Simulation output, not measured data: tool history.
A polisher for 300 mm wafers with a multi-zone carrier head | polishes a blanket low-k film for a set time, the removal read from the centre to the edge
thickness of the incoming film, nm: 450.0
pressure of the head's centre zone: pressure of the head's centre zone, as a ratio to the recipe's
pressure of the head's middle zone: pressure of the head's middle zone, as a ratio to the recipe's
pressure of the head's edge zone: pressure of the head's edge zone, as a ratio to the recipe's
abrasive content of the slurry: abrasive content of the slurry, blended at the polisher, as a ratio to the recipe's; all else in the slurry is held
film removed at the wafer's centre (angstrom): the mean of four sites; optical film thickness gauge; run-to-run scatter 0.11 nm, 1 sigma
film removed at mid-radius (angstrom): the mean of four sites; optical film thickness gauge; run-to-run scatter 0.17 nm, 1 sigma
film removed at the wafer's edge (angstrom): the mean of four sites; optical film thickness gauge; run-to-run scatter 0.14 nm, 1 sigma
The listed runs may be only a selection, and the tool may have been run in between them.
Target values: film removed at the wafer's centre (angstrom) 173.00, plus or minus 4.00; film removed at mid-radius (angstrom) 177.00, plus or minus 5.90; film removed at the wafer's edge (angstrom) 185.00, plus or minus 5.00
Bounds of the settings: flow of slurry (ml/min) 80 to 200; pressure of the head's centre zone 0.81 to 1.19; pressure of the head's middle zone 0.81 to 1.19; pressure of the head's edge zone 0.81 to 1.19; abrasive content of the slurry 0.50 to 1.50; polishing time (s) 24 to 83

run  hour  flow of slurry (ml/min)  pressure of the head's centre zone  pressure of the head's middle zone  pressure of the head's edge zone  abrasive content of the slurry  polishing time (s)  film removed at the wafer's centre (angstrom)  film removed at mid-radius (angstrom)  film removed at the wafer's edge (angstrom)
  1   0.0                      130                                1.00                                1.00                              1.00                            1.00                  53                                         202.74                                 210.14                                       201.95
  2   0.6                      130                                1.00                                1.00                              0.95                            1.00                  53                                         203.94                                 209.70                                       196.54
  3   1.9                      130                                0.94                                1.00                              0.95                            1.00                  53                                         194.33                                 206.53                                       197.55
  4   3.2                      130                                0.94                                1.00                              0.99                            1.00                  53                                         194.34                                 205.03                                       201.69
  5   5.5                      110                                0.94                                1.00                              0.99                            1.00                  53                                         185.35                                 193.71                                       199.01
  6   7.0                      135                                0.94                                1.00                              0.99                            1.00                  53                                         195.19                                 207.54                                       202.66
  7  12.1                      125                                0.94                                0.99                              0.98                            1.00                  53                                         192.19                                 200.90                                       201.70
  8  18.2                       90                                0.91                                0.95                              0.88                            0.95                  53                                         162.88                                 174.27                                       176.07
  9  25.6                       95                                0.91                                0.94                              0.89                            0.95                  53                                         165.35                                 174.50                                       176.51

Which of these 4 next moves meets every target?
  A  33.0                       85                                0.90                                0.92                              0.90                            1.05                  52                                              ?                                      ?                                            ?
  B  33.0                      110                                0.94                                0.95                              0.82                            0.90                  52                                              ?                                      ?                                            ?
  C  33.0                       80                                0.93                                0.92                              0.87                            0.90                  60                                              ?                                      ?                                            ?
  D  33.0                      120                                0.97                                0.94                              0.87                            1.15                  45                                              ?                                      ?                                            ?

move  film removed at the wafer's centre (angstrom)  film removed at mid-radius (angstrom)  film removed at the wafer's edge (angstrom)
   A                                         161.52                                 170.46                                       175.11
   B                                         174.40                                 179.30                                       166.95
   C                                         174.75                                 179.83                                       183.56
   D                                         176.45                                 174.18                                       166.80
A: misses by more than the last run did
B: the furthest-off result lands on target, but another misses its tolerance
C: in spec on every target
D: the furthest-off result lands on target, but another misses its tolerance
Correct choice: C, which meets every target

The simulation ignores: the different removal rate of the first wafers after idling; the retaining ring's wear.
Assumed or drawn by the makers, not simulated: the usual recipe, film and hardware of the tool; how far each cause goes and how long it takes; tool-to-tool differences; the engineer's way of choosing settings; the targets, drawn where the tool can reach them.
